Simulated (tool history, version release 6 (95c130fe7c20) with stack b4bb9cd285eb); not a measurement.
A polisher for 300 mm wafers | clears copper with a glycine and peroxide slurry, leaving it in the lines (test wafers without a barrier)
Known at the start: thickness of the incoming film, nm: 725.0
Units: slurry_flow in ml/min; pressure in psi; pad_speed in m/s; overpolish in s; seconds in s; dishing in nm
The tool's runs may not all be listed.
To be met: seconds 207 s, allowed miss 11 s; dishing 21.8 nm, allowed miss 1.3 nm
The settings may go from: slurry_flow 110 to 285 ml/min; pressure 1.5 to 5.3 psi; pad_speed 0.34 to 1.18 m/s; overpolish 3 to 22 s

run,hour,slurry_flow,pressure,pad_speed,overpolish,seconds,dishing
1,0,180,3.4,0.76,11,125.21,39.124
2,7.4,180,3.4,0.76,14,124.41,48.413
3,12.3,180,4.2,0.76,14,105.44,54.436
4,21.1,180,4.2,0.76,10,102.63,43.433
5,22.4,180,4.9,0.76,10,93.73,47.84
6,23.2,180,4.9,0.88,10,84.838,51.045
7,24.3,175,4.1,0.78,10,108.56,41.43
8,28.3,170,3.5,0.76,10,122.12,37.022
9,37.1,160,2.5,0.56,9,190.74,23.066

Which of these 5 next moves meets every target?
A,45.9,165,2.8,0.48,10,?,?
B,45.9,155,2.8,0.52,9,?,?
C,45.9,150,2,0.62,11,?,?
D,45.9,150,2.8,0.52,9,?,?
E,45.9,165,2.6,0.46,9,?,?

move,seconds,dishing
A,187.51,26.445
B,180.87,24.854
C,206.1,26.193
D,181.66,24.758
E,201.57,22.603
A: further off than the last run
B: further off than the last run
C: brings the result that was furthest off to its target, and leaves another outside
D: further off than the last run
E: meets every target
The right move is E.
